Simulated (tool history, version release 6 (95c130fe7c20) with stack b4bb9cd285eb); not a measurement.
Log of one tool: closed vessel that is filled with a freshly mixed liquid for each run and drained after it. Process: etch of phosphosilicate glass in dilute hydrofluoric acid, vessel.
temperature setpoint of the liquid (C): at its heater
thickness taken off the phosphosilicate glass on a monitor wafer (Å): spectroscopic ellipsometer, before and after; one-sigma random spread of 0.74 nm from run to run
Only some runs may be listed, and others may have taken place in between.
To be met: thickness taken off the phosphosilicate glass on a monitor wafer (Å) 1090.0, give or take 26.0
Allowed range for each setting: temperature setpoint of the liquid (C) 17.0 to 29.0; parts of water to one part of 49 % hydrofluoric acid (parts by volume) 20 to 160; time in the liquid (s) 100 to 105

run	day	temperature setpoint of the liquid (C)	parts of water to one part of 49 % hydrofluoric acid (parts by volume)	time in the liquid (s)	thickness taken off the phosphosilicate glass on a monitor wafer (Å)
1	0.000	21.0	90	100	1408.0
2	0.150	20.5	90	100	1384.4
3	0.425	20.0	90	100	1363.6
4	0.621	23.0	90	100	1541.6
5	0.754	23.0	65	100	2217.0
6	1.071	22.0	70	100	1941.2
7	1.162	21.5	75	100	1774.1
8	1.229	21.5	75	100	1757.5
9	1.358	21.0	80	100	1622.9
10	1.454	20.5	80	100	1580.3
11	1.683	20.0	80	100	1545.2
12	1.833	19.5	80	100	1519.7
13	2.071	19.0	80	100	1485.3
14	2.108	18.5	80	100	1454.0
15	2.375	17.5	90	100	1215.8

Pick the move, out of 4, that brings all results within their allowed miss; only one does.
A	2.642	19.0	85	100	?
B	2.642	21.0	120	105	?
C	2.642	17.0	95	105	?
D	2.642	18.0	100	105	?

move	thickness taken off the phosphosilicate glass on a monitor wafer (Å)
A	1398.1
B	1085.6
C	1194.5
D	1177.3
A: the biggest miss grows against the last run
B: hits every target within its allowed miss
C: nearer the targets than the last run, but a result is still out of spec
D: nearer the targets than the last run, but a result is still out of spec
B is the move that brings every result within its allowed miss.
